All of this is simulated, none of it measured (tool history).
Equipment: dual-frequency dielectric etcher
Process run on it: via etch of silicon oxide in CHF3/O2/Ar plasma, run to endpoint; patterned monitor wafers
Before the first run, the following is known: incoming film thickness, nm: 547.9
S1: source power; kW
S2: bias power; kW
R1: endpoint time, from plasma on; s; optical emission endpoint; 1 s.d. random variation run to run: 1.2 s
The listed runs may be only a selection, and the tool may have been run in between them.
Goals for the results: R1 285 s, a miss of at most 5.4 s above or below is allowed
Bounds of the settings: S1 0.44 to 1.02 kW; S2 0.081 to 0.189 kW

run,day,S1,S2,R1
1,0,0.73,0.135,305.73
2,0.3,0.74,0.135,304.85
3,0.604,0.74,0.121,317.07
4,0.783,0.76,0.122,313.43
5,0.892,0.78,0.123,308.37
6,1.062,0.79,0.123,306.34
7,1.2,0.8,0.123,303.86
8,1.238,0.81,0.123,301.72
9,1.283,0.82,0.123,304.55
10,1.446,0.83,0.124,298.6
11,1.475,0.84,0.124,298.72

Which single option among these 4 for the next run brings every result within its allowed miss of target? Just one does.
A,1.504,0.86,0.115,?
B,1.504,0.79,0.109,?
C,1.504,0.78,0.151,?
D,1.504,0.81,0.114,?

move,R1
A,301.32
B,319.82
C,283.39
D,310.73
A: the biggest miss grows against the last run
B: the biggest miss grows against the last run
C: all results in spec
D: the biggest miss grows against the last run
Correct choice: C, which meets every target
